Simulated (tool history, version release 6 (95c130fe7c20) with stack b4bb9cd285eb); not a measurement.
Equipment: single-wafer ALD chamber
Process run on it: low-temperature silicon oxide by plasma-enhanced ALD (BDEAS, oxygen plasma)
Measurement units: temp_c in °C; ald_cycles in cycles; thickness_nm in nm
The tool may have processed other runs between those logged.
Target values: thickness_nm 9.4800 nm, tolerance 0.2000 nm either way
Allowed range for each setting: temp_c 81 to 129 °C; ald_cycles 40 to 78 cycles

run 1 day=0.000 | temp_c=105 ald_cycles=59 | thickness_nm=8.5038
run 2 day=0.304 | temp_c=104 ald_cycles=61 | thickness_nm=8.7891
run 3 day=0.396 | temp_c=103 ald_cycles=62 | thickness_nm=8.8743
run 4 day=0.538 | temp_c=112 ald_cycles=62 | thickness_nm=8.8167
run 5 day=0.646 | temp_c=119 ald_cycles=62 | thickness_nm=8.5505
run 6 day=0.979 | temp_c=115 ald_cycles=63 | thickness_nm=8.8469
run 7 day=1.308 | temp_c=113 ald_cycles=64 | thickness_nm=9.0176
run 8 day=1.558 | temp_c=111 ald_cycles=65 | thickness_nm=9.2250
run 9 day=1.704 | temp_c=110 ald_cycles=65 | thickness_nm=9.2409
run 10 day=1.871 | temp_c=109 ald_cycles=65 | thickness_nm=9.3192
run 11 day=2.175 | temp_c=108 ald_cycles=65 | thickness_nm=9.3112

Which of these 4 next moves meets every target?
run A day=2.479 | temp_c=117 ald_cycles=64 | thickness_nm=?
run B day=2.479 | temp_c=107 ald_cycles=64 | thickness_nm=?
run C day=2.479 | temp_c=111 ald_cycles=67 | thickness_nm=?
run D day=2.479 | temp_c=96 ald_cycles=61 | thickness_nm=?

move=A thickness_nm=8.9771
move=B thickness_nm=9.1683
move=C thickness_nm=9.5180
move=D thickness_nm=9.0231
A: lands further from the targets than the last run did
B: lands further from the targets than the last run did
C: hits every target within its allowed miss
D: lands further from the targets than the last run did
Correct choice: C, which meets every target
